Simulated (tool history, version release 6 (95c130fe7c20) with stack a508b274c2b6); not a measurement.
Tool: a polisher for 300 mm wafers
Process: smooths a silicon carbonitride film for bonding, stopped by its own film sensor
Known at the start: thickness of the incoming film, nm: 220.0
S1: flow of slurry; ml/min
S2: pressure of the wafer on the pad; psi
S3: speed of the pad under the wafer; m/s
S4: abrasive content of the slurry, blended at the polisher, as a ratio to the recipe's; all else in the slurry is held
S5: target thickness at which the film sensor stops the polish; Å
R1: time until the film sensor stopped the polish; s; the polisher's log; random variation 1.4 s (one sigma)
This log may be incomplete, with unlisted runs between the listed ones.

| run | hour | S1 | S2 | S3 | S4 | S5 | R1 |
|---|---|---|---|---|---|---|---|
| 1 | 0.0 | 185 | 1.5 | 0.78 | 1.00 | 1920 | 168.52 |
| 2 | 7.5 | 185 | 1.3 | 0.78 | 1.00 | 1920 | 187.14 |
| 3 | 8.1 | 185 | 1.5 | 0.78 | 1.00 | 1920 | 165.86 |
| 4 | 16.9 | 185 | 1.6 | 0.78 | 1.00 | 1920 | 158.60 |
| 5 | 20.5 | 185 | 1.6 | 0.78 | 0.85 | 1920 | 178.45 |
| 6 | 29.0 | 185 | 1.6 | 0.78 | 1.00 | 1920 | 161.96 |
|  | 35.1 | slurry nozzle cleaned |
| 7 | 35.1 | 185 | 1.7 | 0.78 | 1.00 | 1920 | 149.84 |
| 8 | 37.9 | 185 | 1.8 | 0.78 | 1.00 | 1920 | 144.91 |

Estimate the outcome of run 9 from the log above:
| 9 | 40.3 | 185 | 1.9 | 0.78 | 1.00 | 1920 | ? |

R1: 136.77 s
